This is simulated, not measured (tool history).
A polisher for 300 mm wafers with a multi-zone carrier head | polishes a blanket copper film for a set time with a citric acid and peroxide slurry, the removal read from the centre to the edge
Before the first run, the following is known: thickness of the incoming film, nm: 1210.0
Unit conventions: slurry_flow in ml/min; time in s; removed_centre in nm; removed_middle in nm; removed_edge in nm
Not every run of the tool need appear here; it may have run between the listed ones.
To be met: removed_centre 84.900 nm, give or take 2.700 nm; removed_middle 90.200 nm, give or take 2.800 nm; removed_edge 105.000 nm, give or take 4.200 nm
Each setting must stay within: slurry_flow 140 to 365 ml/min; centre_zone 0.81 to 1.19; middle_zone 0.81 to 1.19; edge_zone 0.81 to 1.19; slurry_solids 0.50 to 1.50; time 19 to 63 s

run  hour  slurry_flow  centre_zone  middle_zone  edge_zone  slurry_solids  time  removed_centre  removed_middle  removed_edge
  1   0.0          235         1.00         1.00       1.00           1.00    41          82.411          83.262        84.348
  2   5.4          235         1.00         1.00       1.00           1.00    32          65.164          66.150        65.873
  3   8.6          225         0.97         0.98       1.05           1.15    35          69.057          71.582        75.734
  4   9.5          225         0.96         0.98       1.09           1.25    37          74.324          76.008        82.181
  5  10.5          225         0.96         0.98       1.09           1.05    37          72.380          73.702        78.832
  6  18.9          225         0.94         0.97       1.12           1.20    39          75.786          80.367        87.030
  7  24.4          235         0.93         0.95       1.14           1.30    40          78.067          80.964        90.932
  8  31.0          235         0.93         0.95       1.14           1.30    40          78.709          80.396        91.128
  9  33.9          235         0.92         0.95       1.16           1.35    41          79.780          84.739        94.524
 10  35.5          235         0.91         0.94       1.17           1.40    42          81.746          85.029        96.121
 11  37.6          245         0.89         0.93       1.18           1.45    43          81.649          87.085       103.510

4 candidate next runs follow, results not yet known. Just one meets every target within its allowed miss. Identify it.
  A  39.7          260         0.85         0.96       1.18           1.40    44               ?               ?             ?
  B  39.7          260         0.91         0.87       1.16           1.50    44               ?               ?             ?
  C  39.7          260         0.89         0.93       1.16           1.25    45               ?               ?             ?
  D  39.7          240         0.86         0.90       1.19           1.00    44               ?               ?             ?

move  removed_centre  removed_middle  removed_edge
   A          79.596          90.250       102.140
   B          86.103          83.999       102.440
   C          83.859          88.396       101.910
   D          76.110          80.921        97.359
A: misses by more than the last run did
B: puts the biggest miss on target and leaves a different result outside tolerance
C: every result lands within tolerance
D: misses by more than the last run did
The right move is C.
